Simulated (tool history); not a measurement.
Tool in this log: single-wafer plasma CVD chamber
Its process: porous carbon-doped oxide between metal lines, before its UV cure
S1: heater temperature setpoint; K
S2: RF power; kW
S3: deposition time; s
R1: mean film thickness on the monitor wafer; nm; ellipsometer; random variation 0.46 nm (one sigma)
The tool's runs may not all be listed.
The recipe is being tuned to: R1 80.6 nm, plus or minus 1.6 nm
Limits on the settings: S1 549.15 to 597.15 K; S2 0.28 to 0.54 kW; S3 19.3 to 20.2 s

run	hour	S1	S2	S3	R1
1	0	573.15	0.41	20.2	95.989
2	5.6	576.15	0.405	20.2	92.619
3	9.8	578.15	0.405	20.2	91.025
4	16.1	580.15	0.405	20.2	90.093
5	16.6	582.15	0.405	20.2	89.329
# hour 19.5: thermocouple changed; heater temperature recalibrated
6	19.5	584.15	0.405	20.2	90.627
7	23.8	585.15	0.4	20.2	88.409
8	29.4	586.15	0.395	20.2	86.89
9	32.5	587.15	0.39	20.2	85.496
10	38.4	588.15	0.39	20.2	85.218
11	47.3	589.15	0.39	20.2	84.81
12	54.4	590.15	0.39	20.2	84.238
13	55.8	591.15	0.39	20.2	83.404
14	61.3	592.15	0.39	20.2	84.049

Which one of the following 5 next-run settings gets every result inside its allowed miss? There is exactly one.
A	66.8	594.15	0.38	20.2	?
B	66.8	590.15	0.39	20.2	?
C	66.8	597.15	0.41	19.9	?
D	66.8	594.15	0.425	19.3	?
E	66.8	596.15	0.45	19.8	?

move	R1
A	80.324
B	84.356
C	83.909
D	85.751
E	91.67
A: meets every target
B: moves away from the targets compared with the last run
C: about as far from the targets as the last run
D: moves away from the targets compared with the last run
E: moves away from the targets compared with the last run
A meets every target.
